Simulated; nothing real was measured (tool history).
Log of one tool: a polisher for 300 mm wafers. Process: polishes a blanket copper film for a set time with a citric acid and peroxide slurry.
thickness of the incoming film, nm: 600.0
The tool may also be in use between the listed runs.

| run | hour | flow of slurry (ml/min) | pressure of the wafer on the pad (kPa) | speed of the pad under the wafer (m/s) | abrasive content of the slurry | polishing time (s) | film removed (Å) |
|---|---|---|---|---|---|---|---|
| 1 | 0.0 | 255 | 17.9 | 1.14 | 1.00 | 83 | 1698.70 |
| 2 | 3.7 | 255 | 15.9 | 1.04 | 1.00 | 83 | 1418.00 |
| 3 | 7.8 | 255 | 15.9 | 1.04 | 0.90 | 83 | 1392.90 |
| 4 | 15.4 | 255 | 15.9 | 1.04 | 0.90 | 87 | 1484.60 |
| 5 | 22.5 | 255 | 15.9 | 1.04 | 0.75 | 87 | 1453.80 |
| 6 | 27.6 | 255 | 15.9 | 1.04 | 0.95 | 87 | 1492.70 |
| 7 | 34.9 | 255 | 14.5 | 0.94 | 0.95 | 87 | 1279.20 |
| 8 | 37.9 | 255 | 13.1 | 0.86 | 0.95 | 87 | 1123.60 |

Forecast run 9:
| 9 | 42.1 | 250 | 8.3 | 0.54 | 0.90 | 87 | ? |

{"run 9": {"film removed (Å)": 555.83}}
